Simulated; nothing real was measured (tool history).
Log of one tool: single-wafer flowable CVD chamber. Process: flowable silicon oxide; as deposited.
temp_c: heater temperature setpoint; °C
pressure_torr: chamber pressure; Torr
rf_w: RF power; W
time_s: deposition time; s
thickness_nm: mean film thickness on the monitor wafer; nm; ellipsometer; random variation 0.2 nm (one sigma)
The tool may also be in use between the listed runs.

run 1 hour=0 | temp_c=100 pressure_torr=0.604 rf_w=1760 time_s=284 | thickness_nm=105.37
run 2 hour=1.6 | temp_c=102 pressure_torr=0.604 rf_w=1760 time_s=284 | thickness_nm=97.336
run 3 hour=4.1 | temp_c=102 pressure_torr=0.604 rf_w=1760 time_s=284 | thickness_nm=97.837
run 4 hour=12.5 | temp_c=94 pressure_torr=0.604 rf_w=1760 time_s=284 | thickness_nm=132.03
run 5 hour=16 | temp_c=96 pressure_torr=0.604 rf_w=1760 time_s=284 | thickness_nm=122.24
run 6 hour=21.5 | temp_c=96 pressure_torr=0.513 rf_w=1760 time_s=284 | thickness_nm=104.39
run 7 hour=27.3 | temp_c=98 pressure_torr=0.513 rf_w=1760 time_s=284 | thickness_nm=97.375
run 8 hour=30.9 | temp_c=100 pressure_torr=0.513 rf_w=1760 time_s=284 | thickness_nm=90.983
run 9 hour=33.5 | temp_c=101 pressure_torr=0.513 rf_w=1760 time_s=284 | thickness_nm=86.764
run 10 hour=34.3 | temp_c=102 pressure_torr=0.513 rf_w=1760 time_s=284 | thickness_nm=83.293
run 11 hour=34.9 | temp_c=103 pressure_torr=0.513 rf_w=1760 time_s=284 | thickness_nm=80.825
run 12 hour=40.3 | temp_c=104 pressure_torr=0.513 rf_w=1760 time_s=284 | thickness_nm=77.38
run 13 hour=44.9 | temp_c=105 pressure_torr=0.513 rf_w=1760 time_s=284 | thickness_nm=74.773

Estimate the outcome of run 14 from the log above:
run 14 hour=51.6 | temp_c=106 pressure_torr=0.513 rf_w=1760 time_s=284 | thickness_nm=?

Logged for run 14: thickness_nm 71.92 nm.

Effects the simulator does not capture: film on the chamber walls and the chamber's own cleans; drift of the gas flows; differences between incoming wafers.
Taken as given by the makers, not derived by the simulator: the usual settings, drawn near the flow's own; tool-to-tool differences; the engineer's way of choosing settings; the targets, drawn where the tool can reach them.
